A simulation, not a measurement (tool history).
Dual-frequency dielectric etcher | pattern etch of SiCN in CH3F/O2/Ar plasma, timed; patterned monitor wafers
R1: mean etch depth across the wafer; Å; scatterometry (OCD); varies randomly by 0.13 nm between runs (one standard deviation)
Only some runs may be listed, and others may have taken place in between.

Run 1, hour 0: source power (kW) 0.47, bias power (kW) 0.103, etch time (s) 61. Result: R1 288.84 Å.
Run 2, hour 1.8: source power (kW) 0.5, bias power (kW) 0.104, etch time (s) 61. Result: R1 301.64 Å.
Run 3, hour 9.6: source power (kW) 0.43, bias power (kW) 0.104, etch time (s) 61. Result: R1 275 Å.
Run 4, hour 16.4: source power (kW) 0.46, bias power (kW) 0.104, etch time (s) 61. Result: R1 287.25 Å.
Run 5, hour 25: source power (kW) 0.46, bias power (kW) 0.104, etch time (s) 61. Result: R1 286.75 Å.
Run 6, hour 30.7: source power (kW) 0.54, bias power (kW) 0.104, etch time (s) 61. Result: R1 313.45 Å.
Run 7, hour 32.6: source power (kW) 0.55, bias power (kW) 0.104, etch time (s) 61. Result: R1 316.88 Å.

Expected results for the next run?
Run 8, hour 40.1: source power (kW) 0.56, bias power (kW) 0.104, etch time (s) 61. Result: R1 ?.

R1: 320.55 Å

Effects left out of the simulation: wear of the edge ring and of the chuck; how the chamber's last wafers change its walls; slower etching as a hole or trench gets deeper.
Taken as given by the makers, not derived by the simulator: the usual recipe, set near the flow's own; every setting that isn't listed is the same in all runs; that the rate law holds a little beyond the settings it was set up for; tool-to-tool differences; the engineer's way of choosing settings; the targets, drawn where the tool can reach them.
